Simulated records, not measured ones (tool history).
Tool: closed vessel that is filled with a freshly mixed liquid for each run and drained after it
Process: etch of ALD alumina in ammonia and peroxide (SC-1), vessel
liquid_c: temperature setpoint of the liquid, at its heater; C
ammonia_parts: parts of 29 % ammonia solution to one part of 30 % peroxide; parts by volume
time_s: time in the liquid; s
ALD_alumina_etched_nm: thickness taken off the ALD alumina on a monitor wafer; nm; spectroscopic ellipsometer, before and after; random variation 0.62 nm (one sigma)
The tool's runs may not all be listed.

{"run": 1, "hour": 0.0, "liquid_c": 47.0, "ammonia_parts": 0.8, "time_s": 925, "ALD_alumina_etched_nm": 30.476}
{"run": 2, "hour": 6.0, "liquid_c": 51.5, "ammonia_parts": 0.8, "time_s": 925, "ALD_alumina_etched_nm": 39.044}
{"run": 3, "hour": 11.6, "liquid_c": 54.5, "ammonia_parts": 0.8, "time_s": 925, "ALD_alumina_etched_nm": 45.98}
{"run": 4, "hour": 12.2, "liquid_c": 56.5, "ammonia_parts": 0.8, "time_s": 925, "ALD_alumina_etched_nm": 50.563}
{"run": 5, "hour": 20.8, "liquid_c": 56.5, "ammonia_parts": 0.65, "time_s": 925, "ALD_alumina_etched_nm": 50.315}
{"run": 6, "hour": 29.1, "liquid_c": 58.0, "ammonia_parts": 0.65, "time_s": 925, "ALD_alumina_etched_nm": 53.361}
{"run": 7, "hour": 36.7, "liquid_c": 59.0, "ammonia_parts": 0.65, "time_s": 925, "ALD_alumina_etched_nm": 57.092}

Estimate the outcome of run 8 from the log above:
{"run": 8, "hour": 37.5, "liquid_c": 59.5, "ammonia_parts": 0.65, "time_s": 925, "ALD_alumina_etched_nm": "?"}

{"run 8": {"ALD_alumina_etched_nm": 58.388}}
